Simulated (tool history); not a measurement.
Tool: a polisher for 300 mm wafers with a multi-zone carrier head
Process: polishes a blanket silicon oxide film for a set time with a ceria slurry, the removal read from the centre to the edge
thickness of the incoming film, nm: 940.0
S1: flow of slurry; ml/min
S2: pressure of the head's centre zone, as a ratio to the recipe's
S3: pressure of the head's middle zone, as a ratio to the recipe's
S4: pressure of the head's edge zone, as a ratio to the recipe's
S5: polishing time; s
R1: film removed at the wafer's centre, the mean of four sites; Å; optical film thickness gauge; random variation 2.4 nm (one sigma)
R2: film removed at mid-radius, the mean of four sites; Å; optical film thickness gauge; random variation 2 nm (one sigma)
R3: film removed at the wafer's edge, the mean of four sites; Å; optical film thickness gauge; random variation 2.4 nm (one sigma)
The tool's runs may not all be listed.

| run | hour | S1 | S2 | S3 | S4 | S5 | R1 | R2 | R3 |
|---|---|---|---|---|---|---|---|---|---|
| 1 | 0.0 | 145 | 1.00 | 1.00 | 1.00 | 52 | 2746.2 | 2682.7 | 2612.4 |
| 2 | 4.9 | 180 | 1.00 | 1.00 | 1.00 | 52 | 2877.9 | 2767.8 | 2674.9 |
| 3 | 9.0 | 180 | 1.00 | 0.95 | 1.00 | 52 | 2931.5 | 2685.7 | 2669.0 |
| 4 | 15.0 | 180 | 1.08 | 0.95 | 1.00 | 52 | 3113.0 | 2678.1 | 2757.2 |
| 5 | 19.4 | 180 | 1.08 | 0.95 | 0.96 | 52 | 3118.3 | 2685.4 | 2660.2 |
| 6 | 21.9 | 200 | 1.08 | 0.95 | 0.96 | 52 | 3151.2 | 2705.6 | 2691.5 |

Run 7 comes next. What will it give?
| 7 | 30.6 | 185 | 1.00 | 0.96 | 1.00 | 47 | ? | ? | ? |

R1: 2633.8 Å
R2: 2488.1 Å
R3: 2449.0 Å
